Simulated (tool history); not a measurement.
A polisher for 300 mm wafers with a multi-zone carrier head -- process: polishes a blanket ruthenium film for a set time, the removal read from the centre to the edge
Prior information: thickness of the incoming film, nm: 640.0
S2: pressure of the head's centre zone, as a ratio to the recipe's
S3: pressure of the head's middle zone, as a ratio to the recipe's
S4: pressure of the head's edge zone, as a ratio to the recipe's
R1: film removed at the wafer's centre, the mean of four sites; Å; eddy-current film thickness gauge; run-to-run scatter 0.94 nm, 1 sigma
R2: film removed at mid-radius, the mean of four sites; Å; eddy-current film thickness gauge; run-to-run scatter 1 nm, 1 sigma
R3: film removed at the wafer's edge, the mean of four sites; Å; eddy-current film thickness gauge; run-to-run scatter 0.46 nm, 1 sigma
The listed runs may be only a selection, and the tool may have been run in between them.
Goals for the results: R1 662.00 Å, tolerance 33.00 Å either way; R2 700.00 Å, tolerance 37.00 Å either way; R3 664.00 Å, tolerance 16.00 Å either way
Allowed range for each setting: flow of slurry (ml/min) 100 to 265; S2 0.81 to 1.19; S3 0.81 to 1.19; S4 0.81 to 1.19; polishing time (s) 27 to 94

run 1 hour=0.0 | flow_of_slurry_(ml/min)=170 S2=1.00 S3=1.00 S4=1.00 polishing_time_(s)=60 | R1=966.29 R2=966.05 R3=1032.10
run 2 hour=1.7 | flow_of_slurry_(ml/min)=165 S2=1.00 S3=1.01 S4=0.96 polishing_time_(s)=55 | R1=898.58 R2=910.29 R3=934.17
run 3 hour=10.0 | flow_of_slurry_(ml/min)=165 S2=1.00 S3=1.01 S4=0.89 polishing_time_(s)=55 | R1=896.52 R2=928.88 R3=887.42
run 4 hour=14.5 | flow_of_slurry_(ml/min)=165 S2=1.00 S3=1.01 S4=0.89 polishing_time_(s)=66 | R1=1057.30 R2=1096.10 R3=1074.30
run 5 hour=15.2 | flow_of_slurry_(ml/min)=160 S2=0.99 S3=1.00 S4=0.88 polishing_time_(s)=59 | R1=937.12 R2=955.65 R3=962.07
run 6 hour=23.5 | flow_of_slurry_(ml/min)=160 S2=0.99 S3=1.00 S4=0.88 polishing_time_(s)=49 | R1=771.35 R2=808.57 R3=798.40
run 7 hour=26.4 | flow_of_slurry_(ml/min)=155 S2=0.99 S3=1.00 S4=0.86 polishing_time_(s)=47 | R1=741.02 R2=768.71 R3=747.96
run 8 hour=33.4 | flow_of_slurry_(ml/min)=145 S2=0.99 S3=1.00 S4=0.85 polishing_time_(s)=46 | R1=730.36 R2=736.50 R3=717.86
run 9 hour=38.3 | flow_of_slurry_(ml/min)=135 S2=0.98 S3=1.01 S4=0.84 polishing_time_(s)=46 | R1=729.16 R2=732.87 R3=716.08
run 10 hour=41.1 | flow_of_slurry_(ml/min)=135 S2=0.97 S3=1.02 S4=0.83 polishing_time_(s)=45 | R1=712.12 R2=706.50 R3=691.34
run 11 hour=42.1 | flow_of_slurry_(ml/min)=115 S2=0.91 S3=1.07 S4=0.81 polishing_time_(s)=45 | R1=622.61 R2=723.32 R3=686.78
-- hour=45.6 edge zone pressure recalibrated
run 12 hour=45.6 | flow_of_slurry_(ml/min)=115 S2=0.92 S3=1.07 S4=0.81 polishing_time_(s)=45 | R1=635.82 R2=740.20 R3=676.03

Which single option among these 5 for the next run brings every result within its allowed miss of target? Just one does.
run A hour=49.1 | flow_of_slurry_(ml/min)=105 S2=0.89 S3=1.11 S4=0.81 polishing_time_(s)=44 | R1=? R2=? R3=?
run B hour=49.1 | flow_of_slurry_(ml/min)=100 S2=1.02 S3=1.19 S4=0.86 polishing_time_(s)=44 | R1=? R2=? R3=?
run C hour=49.1 | flow_of_slurry_(ml/min)=100 S2=0.99 S3=1.04 S4=0.86 polishing_time_(s)=44 | R1=? R2=? R3=?
run D hour=49.1 | flow_of_slurry_(ml/min)=115 S2=0.87 S3=1.18 S4=0.82 polishing_time_(s)=47 | R1=? R2=? R3=?
run E hour=49.1 | flow_of_slurry_(ml/min)=105 S2=0.89 S3=1.01 S4=0.84 polishing_time_(s)=44 | R1=? R2=? R3=?

move=A R1=609.73 R2=736.62 R3=643.39
move=B R1=686.72 R2=776.25 R3=654.58
move=C R1=667.23 R2=691.63 R3=655.90
move=D R1=647.38 R2=840.04 R3=696.00
move=E R1=609.31 R2=679.69 R3=653.30
A: brings the result that was furthest off to its target, and leaves another outside
B: the biggest miss grows against the last run
C: every result lands within tolerance
D: the biggest miss grows against the last run
E: brings the result that was furthest off to its target, and leaves another outside
C is the move that brings every result within its allowed miss.

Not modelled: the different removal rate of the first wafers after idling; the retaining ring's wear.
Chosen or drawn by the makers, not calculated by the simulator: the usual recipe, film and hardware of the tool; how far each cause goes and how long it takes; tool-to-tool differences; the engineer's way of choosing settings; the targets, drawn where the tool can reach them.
